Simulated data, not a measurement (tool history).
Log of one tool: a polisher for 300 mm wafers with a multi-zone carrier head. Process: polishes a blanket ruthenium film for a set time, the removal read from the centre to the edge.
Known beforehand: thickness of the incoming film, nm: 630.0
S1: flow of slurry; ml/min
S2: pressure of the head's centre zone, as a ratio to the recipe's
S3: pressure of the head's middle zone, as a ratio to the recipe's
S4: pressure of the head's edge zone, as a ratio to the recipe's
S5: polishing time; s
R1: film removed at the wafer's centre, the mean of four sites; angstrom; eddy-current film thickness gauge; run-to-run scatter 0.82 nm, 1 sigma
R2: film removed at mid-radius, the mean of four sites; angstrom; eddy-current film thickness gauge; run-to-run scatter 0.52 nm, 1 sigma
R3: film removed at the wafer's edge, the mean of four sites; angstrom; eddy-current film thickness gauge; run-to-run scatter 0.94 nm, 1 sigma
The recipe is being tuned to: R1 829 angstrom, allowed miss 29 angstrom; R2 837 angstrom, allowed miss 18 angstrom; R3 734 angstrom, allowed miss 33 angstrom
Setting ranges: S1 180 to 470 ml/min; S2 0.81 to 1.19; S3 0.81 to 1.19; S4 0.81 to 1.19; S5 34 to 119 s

run	hour	S1	S2	S3	S4	S5	R1	R2	R3
1	0	300	1	1	1	76	1039.2	1072.2	1041.7
2	1.4	305	1	1	0.98	74	1006.6	1043.4	992.12
3	3.4	305	1	1	1.01	74	1021.4	1049.9	1011.1
4	5.2	320	1	1	0.99	72	997.79	1022.3	972.74
5	8	320	1.04	1	0.99	72	1025.6	1033.1	964.23
6	14.6	330	1.04	1	0.98	70	1015.7	1007.6	960.29
7	17.7	320	1.04	1	0.96	68	986.96	967.64	902.94
8	21.8	235	0.94	0.94	0.86	64	803.44	837.19	832.42
9	26.7	245	0.95	0.95	0.86	63	793.94	833.3	796.23
10	28	250	0.96	0.95	0.86	63	815.62	836.89	799
11	32.5	255	0.96	0.95	0.85	63	818.52	831.21	775.09
12	36.9	260	0.96	0.95	0.85	63	809.67	836.53	795.43
13	44.1	265	0.97	0.95	0.85	63	836.72	839.55	817.43
14	50.4	260	0.98	0.96	0.85	63	827.31	849.79	798.46
15	53.6	265	0.99	0.96	0.85	62	818.58	831.13	797.49
16	62.1	265	0.99	0.96	0.85	62	839.26	830.55	789.58
17	63.8	280	1.03	1.03	0.81	57	794.57	810.48	721.77

Exactly one of the 4 candidate moves below puts every result within its allowed miss. Which one?
A	65.5	300	1.04	1.02	0.82	58	?	?	?
B	65.5	240	0.99	1.03	0.89	62	?	?	?
C	65.5	285	0.97	1.05	0.86	57	?	?	?
D	65.5	235	0.89	0.99	0.91	65	?	?	?

move	R1	R2	R3
A	818.16	836.57	721.92
B	810.51	880.62	778.13
C	745.51	838.67	717.33
D	760.87	891.03	820.74
A: hits every target within its allowed miss
B: carries the result that was furthest off beyond its target, to the other side
C: the furthest-off result lands on target, but another misses its tolerance
D: carries the result that was furthest off beyond its target, to the other side
The move that meets every target is A.
